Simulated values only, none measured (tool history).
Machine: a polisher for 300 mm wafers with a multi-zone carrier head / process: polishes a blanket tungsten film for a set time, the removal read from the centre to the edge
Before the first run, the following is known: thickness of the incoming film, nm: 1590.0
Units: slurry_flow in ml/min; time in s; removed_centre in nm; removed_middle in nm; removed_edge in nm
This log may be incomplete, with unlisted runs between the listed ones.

| run | day | slurry_flow | centre_zone | middle_zone | edge_zone | slurry_solids | time | removed_centre | removed_middle | removed_edge |
|---|---|---|---|---|---|---|---|---|---|---|
| 1 | 0.000 | 175 | 1.00 | 1.00 | 1.00 | 1.00 | 74 | 446.30 | 417.48 | 407.46 |
| 2 | 0.208 | 175 | 1.00 | 0.96 | 1.00 | 1.00 | 74 | 436.10 | 391.50 | 409.78 |
| 3 | 0.483 | 175 | 1.07 | 0.96 | 1.00 | 1.00 | 74 | 472.49 | 396.78 | 407.87 |
| 4 | 0.538 | 175 | 1.07 | 0.96 | 1.00 | 1.10 | 74 | 504.61 | 401.33 | 423.45 |
| 5 | 0.838 | 165 | 1.07 | 0.92 | 1.00 | 0.95 | 66 | 415.34 | 326.47 | 357.20 |
| 6 | 1.188 | 165 | 1.07 | 0.86 | 1.00 | 0.95 | 66 | 422.47 | 308.26 | 365.52 |
| 7 | 1.262 | 155 | 1.04 | 0.85 | 0.98 | 0.80 | 61 | 350.35 | 278.45 | 314.27 |
| 8 | 1.317 | 150 | 1.03 | 0.84 | 0.99 | 0.75 | 57 | 320.64 | 252.19 | 287.49 |
| 9 | 1.388 | 120 | 0.93 | 0.81 | 1.00 | 0.50 | 54 | 224.85 | 195.54 | 235.01 |

Expected results for the next run?
| 10 | 1.725 | 130 | 0.94 | 0.82 | 1.00 | 0.50 | 54 | ? | ? | ? |

Run 10 came out at removed_centre 235.92 nm, removed_middle 191.60 nm, removed_edge 241.51 nm.

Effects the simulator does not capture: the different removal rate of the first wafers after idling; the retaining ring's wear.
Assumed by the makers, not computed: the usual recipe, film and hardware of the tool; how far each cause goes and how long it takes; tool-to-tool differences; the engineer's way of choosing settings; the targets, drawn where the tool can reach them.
